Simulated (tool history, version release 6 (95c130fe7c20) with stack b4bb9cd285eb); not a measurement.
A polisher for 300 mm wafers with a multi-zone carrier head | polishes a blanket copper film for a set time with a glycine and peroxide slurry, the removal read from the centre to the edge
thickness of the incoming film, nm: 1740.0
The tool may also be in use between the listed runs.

| run | hour | flow of slurry (ml/min) | pressure of the head's centre zone | pressure of the head's middle zone | pressure of the head's edge zone | polishing time (s) | film removed at the wafer's centre (nm) | film removed at mid-radius (nm) | film removed at the wafer's edge (nm) |
|---|---|---|---|---|---|---|---|---|---|
| 1 | 0.0 | 215 | 1.00 | 1.00 | 1.00 | 68 | 388.16 | 391.60 | 385.16 |
| 2 | 5.7 | 215 | 1.00 | 1.06 | 1.00 | 68 | 390.27 | 409.90 | 381.24 |
| 3 | 13.7 | 215 | 0.96 | 1.06 | 1.00 | 68 | 367.17 | 406.48 | 385.78 |
| 4 | 16.4 | 215 | 0.96 | 1.12 | 1.00 | 68 | 375.76 | 425.58 | 384.68 |
| 5 | 20.4 | 215 | 0.90 | 1.12 | 1.00 | 68 | 347.88 | 431.99 | 385.60 |
| 6 | 29.3 | 210 | 0.91 | 1.12 | 0.98 | 63 | 322.14 | 396.11 | 353.32 |
| 7 | 36.2 | 205 | 0.92 | 1.12 | 0.96 | 59 | 310.07 | 378.23 | 325.62 |
| 8 | 39.6 | 165 | 0.87 | 1.02 | 0.86 | 40 | 190.44 | 228.02 | 206.70 |
| 9 | 47.8 | 170 | 0.88 | 1.02 | 0.85 | 40 | 196.03 | 233.29 | 206.10 |
| 10 | 56.4 | 175 | 0.90 | 1.02 | 0.83 | 39 | 197.10 | 226.36 | 196.76 |
| 11 | 64.6 | 185 | 0.90 | 1.03 | 0.83 | 39 | 196.03 | 224.59 | 199.27 |

Forecast run 12:
| 12 | 69.8 | 185 | 0.90 | 1.04 | 0.83 | 39 | ? | ? | ? |

Run 12 gave film removed at the wafer's centre (nm) 196.63, film removed at mid-radius (nm) 230.07, film removed at the wafer's edge (nm) 202.36.
